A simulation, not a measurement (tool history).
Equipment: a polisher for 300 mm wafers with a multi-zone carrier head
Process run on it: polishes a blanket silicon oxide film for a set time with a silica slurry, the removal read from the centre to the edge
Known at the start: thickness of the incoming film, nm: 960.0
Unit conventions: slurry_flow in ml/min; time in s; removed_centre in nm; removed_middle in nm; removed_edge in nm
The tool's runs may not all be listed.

Run 1, hour 0: slurry_flow 275 ml/min, centre_zone 1, middle_zone 1, edge_zone 1, slurry_solids 1, time 41 s. Result: removed_centre 171.13 nm, removed_middle 172.11 nm, removed_edge 174.13 nm.
Run 2, hour 4.9: slurry_flow 275 ml/min, centre_zone 1, middle_zone 1, edge_zone 1, slurry_solids 1.2, time 41 s. Result: removed_centre 185.06 nm, removed_middle 185.26 nm, removed_edge 189.21 nm.
Run 3, hour 8: slurry_flow 275 ml/min, centre_zone 1, middle_zone 1.03, edge_zone 1, slurry_solids 1.2, time 41 s. Result: removed_centre 186.72 nm, removed_middle 185.84 nm, removed_edge 189.35 nm.
Run 4, hour 12.2: slurry_flow 270 ml/min, centre_zone 1.02, middle_zone 1.01, edge_zone 1.01, slurry_solids 1.15, time 41 s. Result: removed_centre 182.07 nm, removed_middle 182.69 nm, removed_edge 185.9 nm.
Run 5, hour 16.1: slurry_flow 280 ml/min, centre_zone 1.04, middle_zone 0.98, edge_zone 1.02, slurry_solids 1.1, time 41 s. Result: removed_centre 180.78 nm, removed_middle 175.25 nm, removed_edge 180.87 nm.
Run 6, hour 18.7: slurry_flow 280 ml/min, centre_zone 1, middle_zone 0.98, edge_zone 1.02, slurry_solids 1.1, time 41 s. Result: removed_centre 179.55 nm, removed_middle 174.38 nm, removed_edge 183.3 nm.

For run 7, what comes out?
Run 7, hour 23.2: slurry_flow 280 ml/min, centre_zone 1, middle_zone 0.98, edge_zone 1.02, slurry_solids 1.1, time 41 s. Result: removed_centre ?, removed_middle ?, removed_edge ?.

removed_centre: 180.35 nm
removed_middle: 175.47 nm
removed_edge: 181.76 nm
